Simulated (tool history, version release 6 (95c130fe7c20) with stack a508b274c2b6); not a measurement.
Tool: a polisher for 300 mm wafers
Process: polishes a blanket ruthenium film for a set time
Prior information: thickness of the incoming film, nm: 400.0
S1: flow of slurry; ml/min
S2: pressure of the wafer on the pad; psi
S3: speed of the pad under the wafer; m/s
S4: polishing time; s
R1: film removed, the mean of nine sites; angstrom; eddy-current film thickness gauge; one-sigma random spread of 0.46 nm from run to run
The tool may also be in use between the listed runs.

run,hour,S1,S2,S3,S4,R1
1,0,230,2.3,1.22,24,413.43
2,3.3,230,2.5,1.22,24,440.49
3,8.2,280,2.5,1.22,24,451.54
4,15.7,280,2.5,1.42,24,509.82
5,22,280,2.5,1.42,22,474.55
6,29.3,280,2.1,1.42,22,418.36
7,34.2,280,2.3,1.42,22,451.17
8,36.3,280,2.5,1.42,22,475.96

The next listed run, before its measurement:
9,42,280,2.6,1.42,22,?

R1: 479.99 angstrom
